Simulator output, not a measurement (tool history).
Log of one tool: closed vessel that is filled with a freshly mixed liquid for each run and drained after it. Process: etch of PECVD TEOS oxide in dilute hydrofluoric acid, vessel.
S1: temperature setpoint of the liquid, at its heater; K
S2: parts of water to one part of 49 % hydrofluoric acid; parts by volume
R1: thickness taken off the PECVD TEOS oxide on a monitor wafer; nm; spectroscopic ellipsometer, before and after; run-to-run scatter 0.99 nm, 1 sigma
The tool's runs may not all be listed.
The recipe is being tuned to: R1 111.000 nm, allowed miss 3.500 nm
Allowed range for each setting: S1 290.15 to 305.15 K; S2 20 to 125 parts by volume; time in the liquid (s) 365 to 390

Run 1, hour 0.0: S1 297.15 K, S2 70 parts by volume, time in the liquid (s) 365. Result: R1 49.444 nm.
Run 2, hour 1.3: S1 297.15 K, S2 55 parts by volume, time in the liquid (s) 365. Result: R1 64.393 nm.
Run 3, hour 2.6: S1 297.15 K, S2 30 parts by volume, time in the liquid (s) 365. Result: R1 121.280 nm.
Run 4, hour 9.1: S1 296.65 K, S2 30 parts by volume, time in the liquid (s) 365. Result: R1 118.220 nm.
Run 5, hour 14.3: S1 296.65 K, S2 20 parts by volume, time in the liquid (s) 365. Result: R1 177.310 nm.
Run 6, hour 21.3: S1 295.15 K, S2 20 parts by volume, time in the liquid (s) 365. Result: R1 169.130 nm.
Run 7, hour 27.3: S1 296.65 K, S2 25 parts by volume, time in the liquid (s) 365. Result: R1 143.460 nm.
Run 8, hour 31.8: S1 296.65 K, S2 30 parts by volume, time in the liquid (s) 365. Result: R1 118.770 nm.

Of the 5 settings listed for the next run, only one would bring every result within its allowed miss of target. Which one?
Run A, hour 36.3: S1 298.65 K, S2 40 parts by volume, time in the liquid (s) 380. Result: R1 ?.
Run B, hour 36.3: S1 297.15 K, S2 30 parts by volume, time in the liquid (s) 365. Result: R1 ?.
Run C, hour 36.3: S1 299.15 K, S2 35 parts by volume, time in the liquid (s) 365. Result: R1 ?.
Run D, hour 36.3: S1 298.15 K, S2 30 parts by volume, time in the liquid (s) 365. Result: R1 ?.
Run E, hour 36.3: S1 296.65 K, S2 30 parts by volume, time in the liquid (s) 390. Result: R1 ?.

move       R1
   A   98.996
   B  120.790
   C  111.710
   D  125.930
   E  126.390
A: takes the biggest miss from the last run beyond its target
B: moves away from the targets compared with the last run
C: meets every target
D: moves away from the targets compared with the last run
E: moves away from the targets compared with the last run
Move C is the one to make.

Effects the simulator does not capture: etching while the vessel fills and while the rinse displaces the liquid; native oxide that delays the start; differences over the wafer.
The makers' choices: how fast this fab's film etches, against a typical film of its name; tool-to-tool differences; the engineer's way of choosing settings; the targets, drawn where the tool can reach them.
